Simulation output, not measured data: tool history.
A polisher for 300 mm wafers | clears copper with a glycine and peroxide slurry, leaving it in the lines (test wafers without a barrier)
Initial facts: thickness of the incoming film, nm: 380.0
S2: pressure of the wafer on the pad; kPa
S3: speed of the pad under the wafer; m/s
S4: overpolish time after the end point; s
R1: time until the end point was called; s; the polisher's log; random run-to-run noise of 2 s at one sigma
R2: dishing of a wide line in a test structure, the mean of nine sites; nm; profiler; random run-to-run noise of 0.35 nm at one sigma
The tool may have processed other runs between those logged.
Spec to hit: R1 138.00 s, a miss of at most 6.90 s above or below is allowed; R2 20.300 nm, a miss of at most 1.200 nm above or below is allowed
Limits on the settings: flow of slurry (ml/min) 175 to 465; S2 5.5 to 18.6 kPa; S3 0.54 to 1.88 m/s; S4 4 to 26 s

Run 1, hour 0.0: flow of slurry (ml/min) 295, S2 11.7 kPa, S3 1.20 m/s, S4 13 s. Result: R1 106.32 s, R2 31.852 nm.
Run 2, hour 6.4: flow of slurry (ml/min) 295, S2 10.3 kPa, S3 1.20 m/s, S4 12 s. Result: R1 114.47 s, R2 27.421 nm.
Run 3, hour 13.3: flow of slurry (ml/min) 345, S2 10.3 kPa, S3 1.20 m/s, S4 12 s. Result: R1 112.79 s, R2 27.789 nm.
Run 4, hour 20.4: flow of slurry (ml/min) 345, S2 10.3 kPa, S3 1.48 m/s, S4 12 s. Result: R1 100.96 s, R2 32.371 nm.
Run 5, hour 23.6: flow of slurry (ml/min) 345, S2 9.0 kPa, S3 1.44 m/s, S4 11 s. Result: R1 110.87 s, R2 25.933 nm.
Run 6, hour 27.4: flow of slurry (ml/min) 345, S2 8.3 kPa, S3 1.42 m/s, S4 11 s. Result: R1 119.01 s, R2 24.219 nm.
Run 7, hour 35.9: flow of slurry (ml/min) 345, S2 7.6 kPa, S3 1.42 m/s, S4 11 s. Result: R1 127.10 s, R2 22.636 nm.
Run 8, hour 39.1: flow of slurry (ml/min) 345, S2 6.9 kPa, S3 1.42 m/s, S4 11 s. Result: R1 134.64 s, R2 21.788 nm.

Exactly one of the 4 candidate moves below puts every result within its allowed miss. Which one?
Run A, hour 42.3: flow of slurry (ml/min) 345, S2 6.2 kPa, S3 1.40 m/s, S4 13 s. Result: R1 ?, R2 ?.
Run B, hour 42.3: flow of slurry (ml/min) 350, S2 9.0 kPa, S3 1.24 m/s, S4 9 s. Result: R1 ?, R2 ?.
Run C, hour 42.3: flow of slurry (ml/min) 365, S2 6.9 kPa, S3 1.46 m/s, S4 13 s. Result: R1 ?, R2 ?.
Run D, hour 42.3: flow of slurry (ml/min) 300, S2 6.2 kPa, S3 1.64 m/s, S4 10 s. Result: R1 ?, R2 ?.

move      R1      R2
   A  152.65  23.988
   B  127.91  20.429
   C  137.24  26.335
   D  138.74  20.606
A: moves away from the targets compared with the last run
B: corrects the largest miss of the last run, while another result sits out of spec
C: moves away from the targets compared with the last run
D: all results in spec
The right move is D.
